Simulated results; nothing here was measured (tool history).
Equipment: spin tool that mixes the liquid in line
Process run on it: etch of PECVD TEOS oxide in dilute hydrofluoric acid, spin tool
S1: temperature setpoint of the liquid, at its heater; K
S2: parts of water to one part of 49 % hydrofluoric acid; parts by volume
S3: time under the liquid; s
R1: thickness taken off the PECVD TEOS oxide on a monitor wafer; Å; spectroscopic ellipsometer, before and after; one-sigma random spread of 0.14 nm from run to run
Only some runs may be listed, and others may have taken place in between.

Run 1, hour 0.0: S1 297.15 K, S2 190 parts by volume, S3 240 s. Result: R1 215.73 Å.
Run 2, hour 7.4: S1 299.15 K, S2 185 parts by volume, S3 240 s. Result: R1 240.21 Å.
Run 3, hour 10.3: S1 299.15 K, S2 185 parts by volume, S3 260 s. Result: R1 261.57 Å.
Run 4, hour 15.6: S1 300.65 K, S2 185 parts by volume, S3 260 s. Result: R1 275.19 Å.
Run 5, hour 23.1: S1 301.65 K, S2 185 parts by volume, S3 260 s. Result: R1 285.47 Å.
Run 6, hour 29.0: S1 301.65 K, S2 130 parts by volume, S3 260 s. Result: R1 434.83 Å.
Run 7, hour 33.1: S1 298.65 K, S2 130 parts by volume, S3 260 s. Result: R1 386.21 Å.
Run 8, hour 37.5: S1 296.65 K, S2 130 parts by volume, S3 260 s. Result: R1 358.07 Å.

Run 9, settings as shown, results not yet in. Your forecast:
Run 9, hour 45.2: S1 295.65 K, S2 130 parts by volume, S3 260 s. Result: R1 ?.

R1: 346.51 Å
